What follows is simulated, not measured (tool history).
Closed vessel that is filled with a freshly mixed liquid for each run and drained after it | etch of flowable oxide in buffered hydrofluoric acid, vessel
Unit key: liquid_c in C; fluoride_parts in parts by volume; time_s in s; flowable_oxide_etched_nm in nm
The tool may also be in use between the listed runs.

run 1 hour=0.0 | liquid_c=25.0 fluoride_parts=21.0 time_s=30 | flowable_oxide_etched_nm=49.540
run 2 hour=7.7 | liquid_c=25.0 fluoride_parts=21.0 time_s=30 | flowable_oxide_etched_nm=49.498
run 3 hour=17.0 | liquid_c=25.0 fluoride_parts=23.0 time_s=30 | flowable_oxide_etched_nm=46.695
run 4 hour=22.1 | liquid_c=21.5 fluoride_parts=23.0 time_s=30 | flowable_oxide_etched_nm=38.298
run 5 hour=27.8 | liquid_c=21.5 fluoride_parts=17.5 time_s=30 | flowable_oxide_etched_nm=48.692
run 6 hour=36.1 | liquid_c=23.5 fluoride_parts=16.5 time_s=30 | flowable_oxide_etched_nm=57.096
run 7 hour=40.1 | liquid_c=25.0 fluoride_parts=16.0 time_s=30 | flowable_oxide_etched_nm=63.693
run 8 hour=47.0 | liquid_c=26.5 fluoride_parts=16.0 time_s=30 | flowable_oxide_etched_nm=69.271

The next listed run, before its measurement:
run 9 hour=54.2 | liquid_c=27.5 fluoride_parts=16.0 time_s=30 | flowable_oxide_etched_nm=?

Logged for run 9: flowable_oxide_etched_nm 73.164 nm.

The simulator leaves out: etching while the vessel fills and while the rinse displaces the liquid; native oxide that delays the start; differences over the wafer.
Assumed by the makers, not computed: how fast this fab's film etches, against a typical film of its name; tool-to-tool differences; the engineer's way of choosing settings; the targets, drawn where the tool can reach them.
